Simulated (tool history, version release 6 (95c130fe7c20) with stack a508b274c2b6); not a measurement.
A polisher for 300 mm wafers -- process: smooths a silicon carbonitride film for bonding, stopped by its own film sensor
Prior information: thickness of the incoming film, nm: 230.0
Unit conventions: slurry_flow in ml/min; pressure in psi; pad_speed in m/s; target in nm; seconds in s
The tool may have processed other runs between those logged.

run 1 hour=0 | slurry_flow=315 pressure=1.9 pad_speed=0.74 slurry_solids=1 target=198 | seconds=159.81
run 2 hour=5.2 | slurry_flow=315 pressure=1.9 pad_speed=0.58 slurry_solids=1 target=198 | seconds=188.65
run 3 hour=8.8 | slurry_flow=315 pressure=1.9 pad_speed=0.58 slurry_solids=0.85 target=198 | seconds=205.46
run 4 hour=11.1 | slurry_flow=315 pressure=2.2 pad_speed=0.58 slurry_solids=0.85 target=198 | seconds=181.45
run 5 hour=20.1 | slurry_flow=315 pressure=1.9 pad_speed=0.52 slurry_solids=0.85 target=198 | seconds=209.98
run 6 hour=25 | slurry_flow=350 pressure=1.9 pad_speed=0.52 slurry_solids=0.85 target=198 | seconds=212.82
run 7 hour=27.7 | slurry_flow=350 pressure=1.7 pad_speed=0.46 slurry_solids=0.85 target=198 | seconds=254.81

Run 8 comes next. What will it give?
run 8 hour=36.4 | slurry_flow=350 pressure=1.5 pad_speed=0.44 slurry_solids=0.85 target=198 | seconds=?

{"run 8": {"seconds": 291.56}}
